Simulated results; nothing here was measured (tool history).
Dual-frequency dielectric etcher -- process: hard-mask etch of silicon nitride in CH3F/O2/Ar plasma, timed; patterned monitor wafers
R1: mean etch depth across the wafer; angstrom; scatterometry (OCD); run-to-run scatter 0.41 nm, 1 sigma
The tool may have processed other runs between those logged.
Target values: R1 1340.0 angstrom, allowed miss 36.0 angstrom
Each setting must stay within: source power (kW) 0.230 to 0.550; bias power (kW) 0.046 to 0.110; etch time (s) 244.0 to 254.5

{"run": 1, "hour": 0.0, "source power (kW)": 0.39, "bias power (kW)": 0.078, "etch time (s)": 244.0, "R1": 1562.1}
{"run": 2, "hour": 8.9, "source power (kW)": 0.37, "bias power (kW)": 0.077, "etch time (s)": 244.0, "R1": 1522.6}
{"run": 3, "hour": 15.2, "source power (kW)": 0.34, "bias power (kW)": 0.077, "etch time (s)": 244.0, "R1": 1463.2}
{"run": 4, "hour": 19.2, "source power (kW)": 0.34, "bias power (kW)": 0.077, "etch time (s)": 254.5, "R1": 1536.2}
{"run": 5, "hour": 25.5, "source power (kW)": 0.34, "bias power (kW)": 0.077, "etch time (s)": 254.5, "R1": 1535.7}
{"run": 6, "hour": 32.7, "source power (kW)": 0.33, "bias power (kW)": 0.076, "etch time (s)": 254.5, "R1": 1508.1}
{"run": 7, "hour": 41.4, "source power (kW)": 0.32, "bias power (kW)": 0.075, "etch time (s)": 254.5, "R1": 1479.6}
{"run": 8, "hour": 48.1, "source power (kW)": 0.31, "bias power (kW)": 0.075, "etch time (s)": 254.5, "R1": 1455.4}
{"run": 9, "hour": 53.8, "source power (kW)": 0.31, "bias power (kW)": 0.075, "etch time (s)": 254.5, "R1": 1454.8}
{"run": 10, "hour": 58.7, "source power (kW)": 0.3, "bias power (kW)": 0.075, "etch time (s)": 254.5, "R1": 1432.1}
{"run": 11, "hour": 65.2, "source power (kW)": 0.3, "bias power (kW)": 0.075, "etch time (s)": 254.5, "R1": 1445.8}
{"run": 12, "hour": 71.9, "source power (kW)": 0.29, "bias power (kW)": 0.075, "etch time (s)": 254.5, "R1": 1417.7}
{"run": 13, "hour": 73.4, "source power (kW)": 0.28, "bias power (kW)": 0.075, "etch time (s)": 254.5, "R1": 1395.3}

Which single option among these 4 for the next run brings every result within its allowed miss of target? Just one does.
{"run": "A", "hour": 74.9, "source power (kW)": 0.25, "bias power (kW)": 0.079, "etch time (s)": 244.5, "R1": "?"}
{"run": "B", "hour": 74.9, "source power (kW)": 0.27, "bias power (kW)": 0.072, "etch time (s)": 251.0, "R1": "?"}
{"run": "C", "hour": 74.9, "source power (kW)": 0.31, "bias power (kW)": 0.077, "etch time (s)": 248.5, "R1": "?"}
{"run": "D", "hour": 74.9, "source power (kW)": 0.24, "bias power (kW)": 0.068, "etch time (s)": 251.0, "R1": "?"}

move=A R1=1286.1
move=B R1=1333.0
move=C R1=1430.8
move=D R1=1242.7
A: the result that was furthest off in the last run now lies on the other side of its target
B: meets every target
C: moves away from the targets compared with the last run
D: the result that was furthest off in the last run now lies on the other side of its target
B is the move that brings every result within its allowed miss.

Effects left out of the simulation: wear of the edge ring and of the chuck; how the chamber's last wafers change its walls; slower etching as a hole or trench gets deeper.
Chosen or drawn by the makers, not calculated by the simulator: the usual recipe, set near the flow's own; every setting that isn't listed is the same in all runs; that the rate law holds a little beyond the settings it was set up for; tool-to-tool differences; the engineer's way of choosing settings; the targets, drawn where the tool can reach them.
